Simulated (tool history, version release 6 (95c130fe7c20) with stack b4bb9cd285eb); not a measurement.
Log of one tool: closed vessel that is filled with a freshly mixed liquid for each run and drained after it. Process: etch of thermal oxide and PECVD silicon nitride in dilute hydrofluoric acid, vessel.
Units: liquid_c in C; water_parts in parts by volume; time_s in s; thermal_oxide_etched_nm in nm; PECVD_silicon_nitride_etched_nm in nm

| run | hour | liquid_c | water_parts | time_s | thermal_oxide_etched_nm | PECVD_silicon_nitride_etched_nm |
|---|---|---|---|---|---|---|
| 1 | 0 | 25 | 95 | 125 | 6.2875 | 5.9363 |
| 2 | 4 | 25 | 95 | 155 | 7.9874 | 7.4683 |
| 3 | 9.7 | 28 | 95 | 155 | 8.9277 | 8.9819 |
| 4 | 18.6 | 28 | 95 | 180 | 10.324 | 10.39 |
| 5 | 21.1 | 28 | 95 | 150 | 8.6303 | 8.6283 |
| 6 | 24.9 | 26.5 | 105 | 150 | 7.2675 | 7.0503 |
| 7 | 25.8 | 25.5 | 115 | 150 | 6.3267 | 6.1057 |
| 8 | 35 | 24.5 | 125 | 150 | 5.5505 | 5.2565 |
| 9 | 36.9 | 23.5 | 130 | 150 | 5.0689 | 4.8251 |
| 10 | 44.8 | 22.5 | 135 | 150 | 4.6711 | 4.3435 |

The next listed run, before its measurement:
| 11 | 47.5 | 22.5 | 135 | 150 | ? | ? |

thermal_oxide_etched_nm: 4.6535 nm
PECVD_silicon_nitride_etched_nm: 4.3092 nm

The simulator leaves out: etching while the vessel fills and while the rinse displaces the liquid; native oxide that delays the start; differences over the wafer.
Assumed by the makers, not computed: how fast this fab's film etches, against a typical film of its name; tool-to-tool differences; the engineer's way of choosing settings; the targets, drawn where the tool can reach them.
